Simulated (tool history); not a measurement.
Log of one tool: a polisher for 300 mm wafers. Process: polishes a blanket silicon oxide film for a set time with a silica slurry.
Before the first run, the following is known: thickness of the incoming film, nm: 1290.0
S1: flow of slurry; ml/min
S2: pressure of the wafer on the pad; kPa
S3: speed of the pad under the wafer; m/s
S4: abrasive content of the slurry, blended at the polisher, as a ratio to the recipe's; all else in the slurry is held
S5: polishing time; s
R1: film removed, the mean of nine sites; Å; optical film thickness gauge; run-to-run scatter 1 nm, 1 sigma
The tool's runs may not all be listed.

| run | hour | S1 | S2 | S3 | S4 | S5 | R1 |
|---|---|---|---|---|---|---|---|
| 1 | 0.0 | 160 | 29.6 | 1.20 | 1.00 | 36 | 1307.2 |
| 2 | 8.9 | 130 | 29.6 | 1.20 | 1.00 | 36 | 1262.7 |
| 3 | 14.0 | 155 | 29.6 | 1.20 | 1.00 | 36 | 1349.1 |
| 4 | 14.6 | 155 | 33.1 | 1.20 | 1.00 | 36 | 1489.1 |
| 5 | 21.1 | 155 | 33.1 | 1.20 | 1.15 | 36 | 1604.7 |
| 6 | 22.1 | 150 | 30.3 | 1.20 | 1.15 | 36 | 1438.3 |
| 7 | 23.2 | 145 | 28.3 | 1.20 | 1.15 | 36 | 1347.7 |

What does the tool deliver on the next run?
| 8 | 24.2 | 140 | 26.2 | 1.20 | 1.15 | 36 | ? |

R1: 1240.8 Å
